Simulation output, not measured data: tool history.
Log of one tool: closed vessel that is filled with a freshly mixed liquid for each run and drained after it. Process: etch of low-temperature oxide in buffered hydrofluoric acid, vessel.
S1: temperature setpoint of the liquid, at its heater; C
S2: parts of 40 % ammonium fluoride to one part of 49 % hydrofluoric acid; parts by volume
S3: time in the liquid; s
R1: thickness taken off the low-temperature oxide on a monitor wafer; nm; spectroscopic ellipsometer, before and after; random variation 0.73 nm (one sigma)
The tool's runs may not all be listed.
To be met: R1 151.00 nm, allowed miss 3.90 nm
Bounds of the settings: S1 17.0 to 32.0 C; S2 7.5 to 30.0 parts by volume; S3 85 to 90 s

run 1 hour=0.0 | S1=24.0 S2=20.5 S3=85 | R1=176.94
run 2 hour=2.6 | S1=24.0 S2=20.5 S3=85 | R1=176.92
run 3 hour=5.2 | S1=24.0 S2=22.5 S3=85 | R1=166.39
run 4 hour=13.5 | S1=27.0 S2=22.5 S3=85 | R1=195.23
run 5 hour=16.6 | S1=25.0 S2=22.5 S3=85 | R1=174.81
run 6 hour=18.6 | S1=24.5 S2=22.5 S3=85 | R1=169.03
run 7 hour=19.9 | S1=24.0 S2=22.5 S3=85 | R1=164.08
run 8 hour=26.2 | S1=24.0 S2=22.5 S3=85 | R1=165.51
run 9 hour=29.3 | S1=23.5 S2=22.5 S3=85 | R1=162.24

5 next moves are on the table. One of them brings every result within its allowed miss. Which?
run A hour=32.4 | S1=22.5 S2=23.0 S3=85 | R1=?
run B hour=32.4 | S1=27.0 S2=26.5 S3=85 | R1=?
run C hour=32.4 | S1=23.5 S2=21.0 S3=85 | R1=?
run D hour=32.4 | S1=23.5 S2=21.5 S3=90 | R1=?
run E hour=32.4 | S1=25.5 S2=26.5 S3=90 | R1=?

move=A R1=150.48
move=B R1=174.56
move=C R1=169.29
move=D R1=176.37
move=E R1=170.39
A: meets every target
B: further off than the last run
C: further off than the last run
D: further off than the last run
E: further off than the last run
The right move is A.
